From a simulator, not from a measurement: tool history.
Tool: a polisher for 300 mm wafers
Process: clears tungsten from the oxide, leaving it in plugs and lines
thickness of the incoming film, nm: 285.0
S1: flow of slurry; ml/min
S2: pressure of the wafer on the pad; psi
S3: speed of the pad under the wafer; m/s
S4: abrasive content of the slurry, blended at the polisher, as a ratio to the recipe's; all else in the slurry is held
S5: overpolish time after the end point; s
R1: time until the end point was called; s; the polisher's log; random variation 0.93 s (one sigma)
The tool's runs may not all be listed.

{"run": 1, "day": 0.0, "S1": 235, "S2": 3.1, "S3": 0.96, "S4": 1, "S5": 5, "R1": 70.505}
{"run": 2, "day": 0.338, "S1": 235, "S2": 3.1, "S3": 0.86, "S4": 1, "S5": 5, "R1": 81.978}
{"run": 3, "day": 0.471, "S1": 235, "S2": 3.3, "S3": 0.86, "S4": 1, "S5": 5, "R1": 72.737}
{"run": 4, "day": 0.688, "S1": 235, "S2": 3.4, "S3": 0.86, "S4": 1, "S5": 5, "R1": 73.103}
{"run": 5, "day": 0.983, "S1": 195, "S2": 3.4, "S3": 0.86, "S4": 1, "S5": 5, "R1": 74.702}
{"run": 6, "day": 1.162, "S1": 195, "S2": 4.1, "S3": 0.86, "S4": 1, "S5": 5, "R1": 64.284}
{"day": 1.475, "done": "head pressure recalibrated"}
{"run": 7, "day": 1.475, "S1": 195, "S2": 4.2, "S3": 0.86, "S4": 1, "S5": 5, "R1": 65.764}

Run 8 comes next. What will it give?
{"run": 8, "day": 1.838, "S1": 195, "S2": 4.2, "S3": 0.86, "S4": 1, "S5": 5, "R1": "?"}

{"run 8": {"R1": 66.617}}
